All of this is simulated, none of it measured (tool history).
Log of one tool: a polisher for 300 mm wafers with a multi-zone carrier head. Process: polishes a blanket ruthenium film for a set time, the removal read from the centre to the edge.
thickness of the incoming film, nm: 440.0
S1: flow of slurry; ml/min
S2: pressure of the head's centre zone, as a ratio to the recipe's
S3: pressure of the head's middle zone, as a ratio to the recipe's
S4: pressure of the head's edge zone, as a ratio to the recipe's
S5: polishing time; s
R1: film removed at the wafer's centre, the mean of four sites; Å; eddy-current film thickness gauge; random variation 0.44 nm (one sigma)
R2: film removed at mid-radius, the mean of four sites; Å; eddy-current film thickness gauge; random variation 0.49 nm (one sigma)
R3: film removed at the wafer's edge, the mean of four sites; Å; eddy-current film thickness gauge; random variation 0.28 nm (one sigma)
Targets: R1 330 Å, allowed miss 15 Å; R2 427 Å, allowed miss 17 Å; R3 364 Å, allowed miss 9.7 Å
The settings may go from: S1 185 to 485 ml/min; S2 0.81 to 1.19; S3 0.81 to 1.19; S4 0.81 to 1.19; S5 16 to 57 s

run	day	S1	S2	S3	S4	S5	R1	R2	R3
1	0	310	1	1	1	36	400.84	389.84	383.55
2	0.171	305	0.96	1.03	0.98	36	380.76	406.8	375.38
3	0.238	300	0.93	1.04	0.98	36	373.38	408	377.87
4	0.288	300	0.93	1.04	0.98	33	338.05	371.79	348.7
5	0.508	305	0.92	1.07	0.99	33	344.67	387.53	343.61
6	0.796	300	0.89	1.08	1	34	339.4	396.12	356.59
7	1.158	300	0.87	1.1	1.01	34	339.31	393.07	362.88
8	1.492	300	0.87	1.1	1.01	34	328.65	405.61	367.17
# day 1.638: edge zone pressure recalibrated
9	1.638	300	0.87	1.11	1.01	34	325.29	403.02	370.83

Which of these 5 next moves meets every target?
A	1.783	270	0.89	1.08	1.03	34	?	?	?
B	1.783	350	0.88	0.93	1.02	35	?	?	?
C	1.783	295	0.88	1.05	1.01	32	?	?	?
D	1.783	290	0.85	1.14	0.94	35	?	?	?
E	1.783	240	0.89	1.11	0.95	34	?	?	?

move	R1	R2	R3
A	331.48	394.02	374.08
B	346.08	370.42	391.05
C	311.41	366.04	351.2
D	328.48	426.39	370.32
E	326.83	397.47	356.21
A: further off than the last run
B: further off than the last run
C: further off than the last run
D: meets every target
E: further off than the last run
Answer: D
